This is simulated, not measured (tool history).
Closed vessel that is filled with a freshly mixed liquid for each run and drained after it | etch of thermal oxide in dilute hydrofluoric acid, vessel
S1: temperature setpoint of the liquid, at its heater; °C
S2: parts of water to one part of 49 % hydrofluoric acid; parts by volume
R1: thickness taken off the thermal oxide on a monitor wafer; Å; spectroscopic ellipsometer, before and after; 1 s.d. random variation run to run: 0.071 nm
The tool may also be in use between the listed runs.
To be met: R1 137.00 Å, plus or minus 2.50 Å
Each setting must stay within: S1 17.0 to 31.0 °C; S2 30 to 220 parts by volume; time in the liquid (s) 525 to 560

{"run": 1, "hour": 0.0, "S1": 23.0, "S2": 125, "time in the liquid (s)": 525, "R1": 180.57}
{"run": 2, "hour": 8.6, "S1": 22.0, "S2": 125, "time in the liquid (s)": 525, "R1": 173.66}
{"run": 3, "hour": 13.1, "S1": 22.0, "S2": 125, "time in the liquid (s)": 525, "R1": 173.73}
{"run": 4, "hour": 17.6, "S1": 22.0, "S2": 145, "time in the liquid (s)": 525, "R1": 146.75}
{"run": 5, "hour": 26.8, "S1": 22.0, "S2": 145, "time in the liquid (s)": 560, "R1": 156.93}
{"run": 6, "hour": 34.3, "S1": 24.0, "S2": 145, "time in the liquid (s)": 560, "R1": 168.99}
{"run": 7, "hour": 43.6, "S1": 23.0, "S2": 145, "time in the liquid (s)": 560, "R1": 161.98}
{"run": 8, "hour": 51.2, "S1": 22.0, "S2": 145, "time in the liquid (s)": 560, "R1": 157.28}
{"run": 9, "hour": 58.2, "S1": 18.0, "S2": 145, "time in the liquid (s)": 560, "R1": 133.16}

Pick the move, out of 5, that brings all results within their allowed miss; only one does.
{"run": "A", "hour": 65.2, "S1": 17.0, "S2": 125, "time in the liquid (s)": 525, "R1": "?"}
{"run": "B", "hour": 65.2, "S1": 18.5, "S2": 135, "time in the liquid (s)": 525, "R1": "?"}
{"run": "C", "hour": 65.2, "S1": 17.5, "S2": 135, "time in the liquid (s)": 560, "R1": "?"}
{"run": "D", "hour": 65.2, "S1": 21.0, "S2": 145, "time in the liquid (s)": 535, "R1": "?"}
{"run": "E", "hour": 65.2, "S1": 17.0, "S2": 130, "time in the liquid (s)": 560, "R1": "?"}

move=A R1=141.34
move=B R1=137.80
move=C R1=141.09
move=D R1=143.03
move=E R1=144.24
A: carries the result that was furthest off beyond its target, to the other side
B: hits every target within its allowed miss
C: carries the result that was furthest off beyond its target, to the other side
D: carries the result that was furthest off beyond its target, to the other side
E: carries the result that was furthest off beyond its target, to the other side
Move B is the one to make.
